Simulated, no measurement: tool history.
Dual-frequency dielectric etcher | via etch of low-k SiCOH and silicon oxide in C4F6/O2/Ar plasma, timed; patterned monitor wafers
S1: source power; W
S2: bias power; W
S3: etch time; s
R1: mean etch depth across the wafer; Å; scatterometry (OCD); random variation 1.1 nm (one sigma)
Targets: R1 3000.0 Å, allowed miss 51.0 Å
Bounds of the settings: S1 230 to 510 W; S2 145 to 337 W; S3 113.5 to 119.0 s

run	hour	S1	S2	S3	R1
1	0.0	370	241	113.5	3217.0
2	4.7	360	240	113.5	3194.3
3	7.5	360	240	113.5	3196.5
4	11.8	350	239	113.5	3145.4
5	17.1	350	239	119.0	3310.3
6	20.2	350	239	119.0	3306.5
7	22.4	340	238	119.0	3282.7
8	25.8	330	237	119.0	3256.5

Which of these 5 next moves meets every target?
A	29.2	410	222	119.0	?
B	29.2	340	261	118.0	?
C	29.2	340	227	117.0	?
D	29.2	330	214	116.0	?
E	29.2	310	232	119.0	?

move	R1
A	3356.3
B	3359.5
C	3142.4
D	3012.1
E	3137.0
A: further off than the last run
B: further off than the last run
C: nearer than the last run, and not there yet
D: meets every target
E: nearer than the last run, and not there yet
Move D is the one to make.
